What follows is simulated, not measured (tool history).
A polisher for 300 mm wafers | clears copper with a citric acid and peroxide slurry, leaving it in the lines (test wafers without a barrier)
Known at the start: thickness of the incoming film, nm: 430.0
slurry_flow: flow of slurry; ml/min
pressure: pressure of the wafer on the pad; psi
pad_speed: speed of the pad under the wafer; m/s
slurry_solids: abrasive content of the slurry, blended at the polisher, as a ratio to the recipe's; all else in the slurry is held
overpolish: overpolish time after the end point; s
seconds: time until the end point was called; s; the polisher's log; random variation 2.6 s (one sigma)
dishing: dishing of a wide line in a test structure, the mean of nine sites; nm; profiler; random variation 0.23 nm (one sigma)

run 1 hour=0 | slurry_flow=185 pressure=3.4 pad_speed=1.3 slurry_solids=1 overpolish=13 | seconds=151.69 dishing=26.726
run 2 hour=8 | slurry_flow=185 pressure=3.4 pad_speed=1.3 slurry_solids=1.15 overpolish=13 | seconds=148.84 dishing=28.027
run 3 hour=13.8 | slurry_flow=185 pressure=3.3 pad_speed=1.3 slurry_solids=1.15 overpolish=12 | seconds=154.33 dishing=24.378
run 4 hour=17.1 | slurry_flow=205 pressure=3.3 pad_speed=1.3 slurry_solids=1.15 overpolish=12 | seconds=152.04 dishing=25.823
run 5 hour=22.9 | slurry_flow=200 pressure=3.2 pad_speed=1.3 slurry_solids=1.15 overpolish=12 | seconds=156.06 dishing=24.857
run 6 hour=29.6 | slurry_flow=200 pressure=3.1 pad_speed=1.3 slurry_solids=1.15 overpolish=12 | seconds=165.19 dishing=23.589

The next listed run, before its measurement:
run 7 hour=32.2 | slurry_flow=195 pressure=2.9 pad_speed=1.3 slurry_solids=1.1 overpolish=10 | seconds=? dishing=?

{"run 7": {"seconds": 171.76, "dishing": 18.862}}
